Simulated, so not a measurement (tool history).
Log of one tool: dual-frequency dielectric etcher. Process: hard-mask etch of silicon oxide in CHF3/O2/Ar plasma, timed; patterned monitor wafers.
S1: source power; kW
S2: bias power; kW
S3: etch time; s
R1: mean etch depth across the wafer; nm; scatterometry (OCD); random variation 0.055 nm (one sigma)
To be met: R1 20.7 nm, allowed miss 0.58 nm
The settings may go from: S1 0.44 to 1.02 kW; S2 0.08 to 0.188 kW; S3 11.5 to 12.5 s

run	day	S1	S2	S3	R1
1	0	0.73	0.134	12.5	24.103
2	0.112	0.73	0.134	12.5	24.116
3	0.438	0.78	0.134	12.5	24.813
4	0.708	0.74	0.131	12.5	23.98
# day 0.783: bias power generator calibrated
5	0.783	0.74	0.131	12.5	23.741
6	0.954	0.71	0.13	12.5	23.23
7	1.008	0.69	0.129	12.5	22.844
8	1.142	0.67	0.128	12.5	22.453
9	1.317	0.66	0.127	12.5	22.251
10	1.633	0.65	0.126	12.5	22.074
11	1.908	0.64	0.125	12.5	21.843
12	1.967	0.63	0.125	12.5	21.675

4 next moves are on the table. One of them brings every result within its allowed miss. Which?
A	2.025	0.68	0.121	12.5	?
B	2.025	0.58	0.137	11.5	?
C	2.025	0.58	0.123	11.5	?
D	2.025	0.62	0.129	12	?

move	R1
A	22.252
B	19.685
C	19.028
D	20.83
A: further off than the last run
B: takes the result that was furthest off past its target
C: takes the result that was furthest off past its target
D: meets every target
The right move is D.

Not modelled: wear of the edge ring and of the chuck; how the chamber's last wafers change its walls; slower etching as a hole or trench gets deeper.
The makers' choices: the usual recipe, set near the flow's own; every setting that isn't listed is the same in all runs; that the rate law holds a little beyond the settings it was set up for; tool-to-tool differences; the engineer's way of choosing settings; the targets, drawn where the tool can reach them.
